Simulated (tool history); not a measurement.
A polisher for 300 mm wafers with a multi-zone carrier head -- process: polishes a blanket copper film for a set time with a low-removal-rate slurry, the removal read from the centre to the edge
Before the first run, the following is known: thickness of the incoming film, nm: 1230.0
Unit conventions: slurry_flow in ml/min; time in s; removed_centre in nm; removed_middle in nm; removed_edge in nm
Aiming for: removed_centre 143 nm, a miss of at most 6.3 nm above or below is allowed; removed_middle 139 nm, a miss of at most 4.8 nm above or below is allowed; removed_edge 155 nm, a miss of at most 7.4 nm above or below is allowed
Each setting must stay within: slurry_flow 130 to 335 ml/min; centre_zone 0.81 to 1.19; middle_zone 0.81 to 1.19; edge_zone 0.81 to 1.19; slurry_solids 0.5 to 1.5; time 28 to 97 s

| run | hour | slurry_flow | centre_zone | middle_zone | edge_zone | slurry_solids | time | removed_centre | removed_middle | removed_edge |
|---|---|---|---|---|---|---|---|---|---|---|
| 1 | 0 | 215 | 1 | 1 | 1 | 1 | 62 | 113.84 | 125.62 | 123.2 |
| 2 | 2.5 | 220 | 1.02 | 0.99 | 1.04 | 1.1 | 63 | 120.2 | 128.77 | 132.16 |
| 3 | 7.5 | 255 | 1.02 | 0.99 | 1.04 | 1.1 | 63 | 121.6 | 130.25 | 134.01 |
| 4 | 9.7 | 255 | 0.98 | 0.99 | 1.04 | 1.1 | 63 | 120.86 | 130.8 | 129.78 |
| 5 | 10.6 | 295 | 0.98 | 0.99 | 1.04 | 1.1 | 63 | 120.37 | 133.95 | 132.03 |
| 6 | 19.1 | 295 | 0.98 | 0.99 | 1.1 | 1.1 | 63 | 121.04 | 132.85 | 137.13 |
| 7 | 20.4 | 295 | 1.02 | 0.99 | 1.11 | 1.15 | 63 | 123.07 | 134.06 | 135.37 |
| 8 | 23.2 | 295 | 1.02 | 0.99 | 1.11 | 1.15 | 63 | 125.84 | 133.81 | 138.17 |
| 9 | 27.8 | 290 | 1.03 | 0.98 | 1.12 | 1.2 | 64 | 130.45 | 137.21 | 143.34 |

Which one of the following 5 next-run settings gets every result inside its allowed miss? There is exactly one.
| A | 32.4 | 275 | 0.9 | 0.85 | 1.19 | 0.9 | 75 | ? | ? | ? |
| B | 32.4 | 215 | 1.03 | 0.9 | 1.07 | 1.5 | 69 | ? | ? | ? |
| C | 32.4 | 250 | 0.91 | 0.87 | 1.16 | 1.3 | 73 | ? | ? | ? |
| D | 32.4 | 270 | 1.17 | 0.99 | 0.94 | 1.4 | 62 | ? | ? | ? |
| E | 32.4 | 290 | 0.99 | 1.02 | 1.13 | 1.2 | 60 | ? | ? | ? |

| move | removed_centre | removed_middle | removed_edge |
|---|---|---|---|
| A | 126.94 | 132.34 | 162.81 |
| B | 142.76 | 139.43 | 156.13 |
| C | 134.29 | 141.54 | 168.98 |
| D | 145.78 | 137.4 | 132.35 |
| E | 118.71 | 132.57 | 135.91 |
A: further off than the last run
B: every result lands within tolerance
C: nearer the targets than the last run, but a result is still out of spec
D: gets the furthest-off result to its target, but another result is out of tolerance
E: further off than the last run
B is the move that brings every result within its allowed miss.
